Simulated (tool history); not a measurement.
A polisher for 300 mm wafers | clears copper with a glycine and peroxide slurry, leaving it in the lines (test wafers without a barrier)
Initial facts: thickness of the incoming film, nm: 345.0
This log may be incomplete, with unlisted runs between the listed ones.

run,hour,flow of slurry (ml/min),pressure of the wafer on the pad (kPa),speed of the pad under the wafer (cm/s),overpolish time after the end point (s),time until the end point was called (s),dishing of a wide line in a test structure (angstrom)
1,0,150,16.5,98,12,57.284,388.99
2,3.6,150,17.9,100,11,53.233,400.92
3,8,150,17.9,110,11,50.371,429.98
4,12.9,150,18.6,110,10,48.966,398.28
5,13.7,150,18.6,110,8,47.558,337.63
6,22.5,150,15.9,110,8,54.88,308.38
7,23,150,16.5,110,8,52.988,312.38

Estimate the outcome of run 8 from the log above:
8,28.6,155,20,112,10,?,?

{"run 8": {"time until the end point was called (s)": 44.915, "dishing of a wide line in a test structure (angstrom)": 398.79}}
